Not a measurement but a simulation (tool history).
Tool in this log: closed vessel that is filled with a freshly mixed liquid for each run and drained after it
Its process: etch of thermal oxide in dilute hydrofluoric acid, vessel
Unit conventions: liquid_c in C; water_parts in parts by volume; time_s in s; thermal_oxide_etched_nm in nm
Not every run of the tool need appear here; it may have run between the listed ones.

run	hour	liquid_c	water_parts	time_s	thermal_oxide_etched_nm
1	0.0	26.0	230	270	5.1489
2	9.1	26.0	180	270	7.1083
3	10.4	24.5	180	270	6.5349
4	16.7	24.5	180	155	3.7958
5	18.4	21.0	180	155	3.3063
6	20.3	21.0	125	155	5.1552
7	25.9	20.5	135	155	4.5448
8	31.0	20.0	145	155	4.1607

Run 9 is up next; what results do you expect?
9	32.6	19.5	150	155	?

thermal_oxide_etched_nm: 3.8904 nm

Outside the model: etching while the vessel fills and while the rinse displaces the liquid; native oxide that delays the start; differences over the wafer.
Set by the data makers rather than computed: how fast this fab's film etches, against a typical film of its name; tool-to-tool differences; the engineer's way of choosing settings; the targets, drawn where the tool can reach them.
